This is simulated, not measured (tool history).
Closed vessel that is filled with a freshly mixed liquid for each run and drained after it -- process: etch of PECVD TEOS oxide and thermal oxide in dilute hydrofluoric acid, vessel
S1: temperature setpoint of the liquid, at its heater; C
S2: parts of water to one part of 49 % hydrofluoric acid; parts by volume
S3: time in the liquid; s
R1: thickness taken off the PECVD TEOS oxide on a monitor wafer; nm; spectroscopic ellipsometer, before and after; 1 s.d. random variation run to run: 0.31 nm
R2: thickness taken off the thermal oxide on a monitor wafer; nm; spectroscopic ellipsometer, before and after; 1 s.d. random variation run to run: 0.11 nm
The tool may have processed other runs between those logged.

Run 1, hour 0: S1 26 C, S2 90 parts by volume, S3 150 s. Result: R1 29.196 nm, R2 7.9932 nm.
Run 2, hour 0.6: S1 26 C, S2 115 parts by volume, S3 150 s. Result: R1 21.995 nm, R2 6.0911 nm.
Run 3, hour 2.5: S1 28.5 C, S2 100 parts by volume, S3 150 s. Result: R1 28.501 nm, R2 7.8266 nm.
Run 4, hour 8.3: S1 30.5 C, S2 90 parts by volume, S3 150 s. Result: R1 34.733 nm, R2 9.512 nm.
Run 5, hour 13.7: S1 30.5 C, S2 90 parts by volume, S3 205 s. Result: R1 47.339 nm, R2 13.094 nm.
Run 6, hour 21: S1 31 C, S2 90 parts by volume, S3 205 s. Result: R1 48.235 nm, R2 13.342 nm.

Expected results for the next run?
Run 7, hour 26.4: S1 31.5 C, S2 90 parts by volume, S3 205 s. Result: R1 ?, R2 ?.

R1: 49.161 nm
R2: 13.469 nm
